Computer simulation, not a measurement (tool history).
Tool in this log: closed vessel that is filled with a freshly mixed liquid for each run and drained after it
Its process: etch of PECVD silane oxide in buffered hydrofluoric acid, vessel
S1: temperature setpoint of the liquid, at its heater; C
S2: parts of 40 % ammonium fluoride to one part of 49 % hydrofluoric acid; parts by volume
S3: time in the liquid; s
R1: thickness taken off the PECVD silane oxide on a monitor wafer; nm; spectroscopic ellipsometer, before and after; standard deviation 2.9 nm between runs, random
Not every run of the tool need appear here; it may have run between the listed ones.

Run 1, day 0: S1 24 C, S2 18.5 parts by volume, S3 105 s. Result: R1 189.82 nm.
Run 2, day 0.325: S1 24 C, S2 18.5 parts by volume, S3 110 s. Result: R1 197.23 nm.
Run 3, day 0.442: S1 24 C, S2 18.5 parts by volume, S3 105 s. Result: R1 190.39 nm.
Run 4, day 0.562: S1 24 C, S2 20.5 parts by volume, S3 105 s. Result: R1 172.72 nm.
Run 5, day 0.829: S1 25 C, S2 20 parts by volume, S3 105 s. Result: R1 184.76 nm.
Run 6, day 1.096: S1 22 C, S2 20 parts by volume, S3 105 s. Result: R1 155.61 nm.
Run 7, day 1.375: S1 23 C, S2 19.5 parts by volume, S3 105 s. Result: R1 169.42 nm.
Run 8, day 1.758: S1 24 C, S2 19 parts by volume, S3 105 s. Result: R1 186.63 nm.
Run 9, day 2.021: S1 28 C, S2 17 parts by volume, S3 105 s. Result: R1 258.84 nm.
Run 10, day 2.088: S1 28.5 C, S2 17 parts by volume, S3 105 s. Result: R1 264.68 nm.
Run 11, day 2.454: S1 28.5 C, S2 17 parts by volume, S3 105 s. Result: R1 260.62 nm.
Run 12, day 2.708: S1 29 C, S2 17 parts by volume, S3 105 s. Result: R1 270.52 nm.
Run 13, day 2.971: S1 29.5 C, S2 17 parts by volume, S3 105 s. Result: R1 281.45 nm.
Run 14, day 3.021: S1 31 C, S2 17 parts by volume, S3 105 s. Result: R1 300.32 nm.

Predict the results of run 15:
Run 15, day 3.354: S1 31.5 C, S2 17 parts by volume, S3 105 s. Result: R1 ?.

{"run 15": {"R1": 302.97}}

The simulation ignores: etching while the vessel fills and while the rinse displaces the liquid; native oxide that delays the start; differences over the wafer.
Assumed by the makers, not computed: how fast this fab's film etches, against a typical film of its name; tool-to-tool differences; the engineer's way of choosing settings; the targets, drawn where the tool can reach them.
